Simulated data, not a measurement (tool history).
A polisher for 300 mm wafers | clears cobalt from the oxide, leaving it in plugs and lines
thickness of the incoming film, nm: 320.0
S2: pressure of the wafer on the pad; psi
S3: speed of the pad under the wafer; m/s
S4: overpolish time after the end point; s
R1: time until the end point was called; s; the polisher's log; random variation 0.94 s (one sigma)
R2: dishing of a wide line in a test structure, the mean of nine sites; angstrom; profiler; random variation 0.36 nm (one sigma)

run 1 day=0 | flow_of_slurry_(ml/min)=275 S2=1.7 S3=0.94 S4=10 | R1=92.21 R2=277.53
run 2 day=0.171 | flow_of_slurry_(ml/min)=275 S2=1.8 S3=0.94 S4=8 | R1=88.443 R2=228.21
run 3 day=0.354 | flow_of_slurry_(ml/min)=275 S2=1.9 S3=0.94 S4=7 | R1=86.27 R2=226.27
run 4 day=0.408 | flow_of_slurry_(ml/min)=275 S2=1.9 S3=0.72 S4=7 | R1=110.65 R2=172.64
run 5 day=0.754 | flow_of_slurry_(ml/min)=330 S2=1.9 S3=0.72 S4=7 | R1=106.33 R2=177.56
run 6 day=1.112 | flow_of_slurry_(ml/min)=350 S2=2.1 S3=0.7 S4=6 | R1=100.99 R2=161.74
run 7 day=1.458 | flow_of_slurry_(ml/min)=350 S2=2.2 S3=0.72 S4=5 | R1=96.639 R2=150.42
run 8 day=1.638 | flow_of_slurry_(ml/min)=350 S2=2.7 S3=0.78 S4=3 | R1=76.141 R2=115.46
run 9 day=1.917 | flow_of_slurry_(ml/min)=350 S2=2.7 S3=0.8 S4=3 | R1=72.349 R2=116.13

Run 10 comes next. What will it give?
run 10 day=2.054 | flow_of_slurry_(ml/min)=350 S2=2.7 S3=0.82 S4=3 | R1=? R2=?

R1: 71.924 s
R2: 115.29 angstrom
